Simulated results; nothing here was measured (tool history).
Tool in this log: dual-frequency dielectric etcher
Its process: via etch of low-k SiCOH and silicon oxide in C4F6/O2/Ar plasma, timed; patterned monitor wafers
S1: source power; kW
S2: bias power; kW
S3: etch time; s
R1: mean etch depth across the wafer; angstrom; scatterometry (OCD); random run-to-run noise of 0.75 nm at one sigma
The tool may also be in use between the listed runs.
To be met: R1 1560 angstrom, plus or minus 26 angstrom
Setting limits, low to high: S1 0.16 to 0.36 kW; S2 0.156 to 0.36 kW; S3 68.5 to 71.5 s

run  hour    S1     S2    S3      R1
  1     0  0.26  0.258  68.5    1601
  2     6  0.26  0.274  68.5  1632.1
  3  11.9  0.26  0.273  68.5  1637.6
  4    15  0.26  0.272  68.5  1640.1
  5  20.5  0.26  0.271  68.5  1629.1
  6  22.3  0.26  0.304  68.5  1674.8
  7  27.7  0.26  0.304  68.5  1692.7
  8  33.9  0.25  0.303  68.5  1663.6
  9  40.3  0.25  0.302  68.5  1669.9
 10  43.1  0.24    0.3  68.5  1648.3
 11  47.2   0.2  0.291  68.5  1530.6

Consider the 5 candidate settings below. Which is the only one whose results all fall within their allowed miss of target?
  A  51.3   0.2  0.255    69   ?
  B  51.3   0.2  0.279  68.5   ?
  C  51.3  0.21  0.314    69   ?
  D  51.3   0.2  0.321    70   ?
  E  51.3  0.21  0.288  68.5   ?

move      R1
   A  1490.8
   B    1521
   C  1614.4
   D  1624.3
   E  1559.8
A: misses by more than the last run did
B: misses by more than the last run did
C: takes the result that was furthest off past its target
D: takes the result that was furthest off past its target
E: every result lands within tolerance
The move that meets every target is E.
